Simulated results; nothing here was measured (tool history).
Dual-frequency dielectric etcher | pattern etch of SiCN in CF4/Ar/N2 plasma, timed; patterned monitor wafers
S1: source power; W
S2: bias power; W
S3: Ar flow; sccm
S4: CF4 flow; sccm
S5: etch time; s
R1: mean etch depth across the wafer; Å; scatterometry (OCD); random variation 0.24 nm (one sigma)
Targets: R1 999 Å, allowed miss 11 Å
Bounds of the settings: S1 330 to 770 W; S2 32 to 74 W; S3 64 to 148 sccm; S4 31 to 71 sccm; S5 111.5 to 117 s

run  hour   S1  S2   S3  S4     S5      R1
  1     0  550  53  106  51  111.5   925.4
  2   7.4  550  53   97  51  111.5  935.08
  3  15.4  640  53   97  51  111.5  1052.9
  4  18.7  630  53   97  51  111.5  1044.2
  5  20.7  630  49   97  51  111.5  1014.7
  6  25.5  720  49   97  51  111.5  1125.8
  7    31  690  49   97  51  111.5  1092.5
  8  33.2  670  49   97  51  111.5  1063.9

5 next moves are on the table. One of them brings every result within its allowed miss. Which?
  A  35.4  770  46   93  36    117   ?
  B  35.4  680  40  108  61  111.5   ?
  C  35.4  660  60   86  42    112   ?
  D  35.4  670  52  100  53    115   ?
  E  35.4  620  46   88  42    117   ?

move      R1
   A  1125.9
   B  1034.7
   C  1103.2
   D  1126.4
   E   993.7
A: further off than the last run
B: nearer than the last run, and not there yet
C: further off than the last run
D: further off than the last run
E: meets every target
Move E is the one to make.
